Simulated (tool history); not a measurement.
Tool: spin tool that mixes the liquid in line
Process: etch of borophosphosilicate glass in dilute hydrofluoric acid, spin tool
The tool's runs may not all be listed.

run,day,temperature setpoint of the liquid (K),parts of water to one part of 49 % hydrofluoric acid (parts by volume),time under the liquid (s),thickness taken off the borophosphosilicate glass on a monitor wafer (Å)
1,0,297.15,60,15,144.49
2,0.308,297.15,75,15,113.14
3,0.438,297.15,75,15,114.06
4,0.521,297.15,90,15,93.048
5,0.671,297.15,90,15,92.524
6,0.817,299.65,80,15,116.6
7,0.996,301.15,70,15,142.81
8,1.296,305.15,50,15,242.38

Forecast run 9:
9,1.346,304.15,50,15,?

Run 9 gave thickness taken off the borophosphosilicate glass on a monitor wafer (Å) 231.99.
